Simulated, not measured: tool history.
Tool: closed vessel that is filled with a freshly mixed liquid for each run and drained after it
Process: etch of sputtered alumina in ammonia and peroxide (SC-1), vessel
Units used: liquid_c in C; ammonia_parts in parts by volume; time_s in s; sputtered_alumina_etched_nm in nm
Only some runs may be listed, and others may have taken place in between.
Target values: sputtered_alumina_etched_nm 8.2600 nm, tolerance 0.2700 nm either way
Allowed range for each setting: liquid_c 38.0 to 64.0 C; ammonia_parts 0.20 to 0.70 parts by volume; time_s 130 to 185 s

run,day,liquid_c,ammonia_parts,time_s,sputtered_alumina_etched_nm
1,0.000,48.0,0.40,185,14.0470
2,0.079,48.0,0.40,185,13.9690
3,0.150,48.0,0.25,185,13.6800
4,0.283,47.0,0.25,185,12.8290
5,0.438,46.0,0.25,185,12.2960
6,0.729,49.0,0.25,185,13.9510
7,0.758,47.5,0.25,185,13.1490
8,1.017,46.5,0.25,185,12.1800
9,1.121,45.5,0.25,185,11.6500
10,1.304,45.0,0.25,185,11.1910
11,1.538,44.5,0.25,185,11.1420
12,1.800,44.0,0.25,185,10.7230
13,1.850,43.5,0.25,185,10.4380
14,1.967,43.0,0.25,185,10.1220
15,2.312,42.5,0.25,185,9.9511
16,2.446,42.0,0.25,185,9.5326
17,2.771,41.5,0.25,185,9.3083
18,2.929,40.5,0.25,185,8.7650

Consider the 4 candidate settings below. Which is the only one whose results all fall within their allowed miss of target?
A,3.088,41.0,0.30,185,?
B,3.088,42.0,0.20,185,?
C,3.088,40.5,0.35,185,?
D,3.088,39.5,0.25,185,?

move,sputtered_alumina_etched_nm
A,8.9459
B,9.1220
C,8.8164
D,8.0464
A: further off than the last run
B: further off than the last run
C: further off than the last run
D: every result within its allowed miss
Move D is the one to make.
